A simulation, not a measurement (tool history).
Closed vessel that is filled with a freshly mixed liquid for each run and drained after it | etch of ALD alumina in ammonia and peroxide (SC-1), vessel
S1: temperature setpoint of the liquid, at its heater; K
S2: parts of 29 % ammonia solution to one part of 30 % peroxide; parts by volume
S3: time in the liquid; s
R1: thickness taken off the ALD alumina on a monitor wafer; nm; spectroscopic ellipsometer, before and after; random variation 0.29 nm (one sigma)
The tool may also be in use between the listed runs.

run 1 hour=0.0 | S1=332.15 S2=0.5 S3=695 | R1=52.876
run 2 hour=8.2 | S1=331.15 S2=0.5 S3=695 | R1=50.878
run 3 hour=16.2 | S1=331.15 S2=0.5 S3=745 | R1=53.827
run 4 hour=18.6 | S1=331.15 S2=0.5 S3=695 | R1=50.725
run 5 hour=23.2 | S1=331.15 S2=0.5 S3=745 | R1=53.886
run 6 hour=29.8 | S1=331.15 S2=0.5 S3=745 | R1=54.254
run 7 hour=34.2 | S1=330.15 S2=0.5 S3=745 | R1=51.711
run 8 hour=43.5 | S1=329.65 S2=0.5 S3=745 | R1=48.984
run 9 hour=51.4 | S1=329.15 S2=0.5 S3=745 | R1=48.213
run 10 hour=57.1 | S1=328.65 S2=0.5 S3=745 | R1=47.149

Forecast run 11:
run 11 hour=59.1 | S1=328.65 S2=0.5 S3=745 | R1=?

R1: 46.557 nm
